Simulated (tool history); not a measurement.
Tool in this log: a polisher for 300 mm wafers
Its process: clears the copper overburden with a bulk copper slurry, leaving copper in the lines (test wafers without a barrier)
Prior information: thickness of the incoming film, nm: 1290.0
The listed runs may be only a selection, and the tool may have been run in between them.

run  hour  flow of slurry (ml/min)  pressure of the wafer on the pad (psi)  speed of the pad under the wafer (m/s)  abrasive content of the slurry  overpolish time after the end point (s)  time until the end point was called (s)  dishing of a wide line in a test structure (nm)
  1   0.0                      315                                     2.1                                    1.28                            1.00                                       20                                   137.06                                           89.437
  2   1.3                      315                                     2.0                                    1.28                            1.00                                       20                                   144.39                                           87.494
  3   8.5                      315                                     2.2                                    1.28                            1.00                                       20                                   131.05                                           91.580
  4  14.1                      315                                     2.2                                    1.28                            1.10                                       20                                   126.96                                           94.007
  5  15.9                      315                                     2.2                                    1.28                            0.95                                       20                                   131.19                                           92.841
  6  17.4                      315                                     2.5                                    1.28                            0.95                                       20                                   113.93                                          103.650
  7  20.7                      315                                     1.9                                    1.22                            0.95                                       16                                   152.80                                           71.468
  8  27.2                      315                                     1.8                                    1.22                            0.95                                       16                                   160.69                                           68.458

Run 9 has not been measured yet. What should we expect?
  9  35.7                      315                                     1.7                                    1.22                            0.95                                       16                                        ?                                                ?

Run 9 produced time until the end point was called (s) 176.96, dishing of a wide line in a test structure (nm) 64.397.

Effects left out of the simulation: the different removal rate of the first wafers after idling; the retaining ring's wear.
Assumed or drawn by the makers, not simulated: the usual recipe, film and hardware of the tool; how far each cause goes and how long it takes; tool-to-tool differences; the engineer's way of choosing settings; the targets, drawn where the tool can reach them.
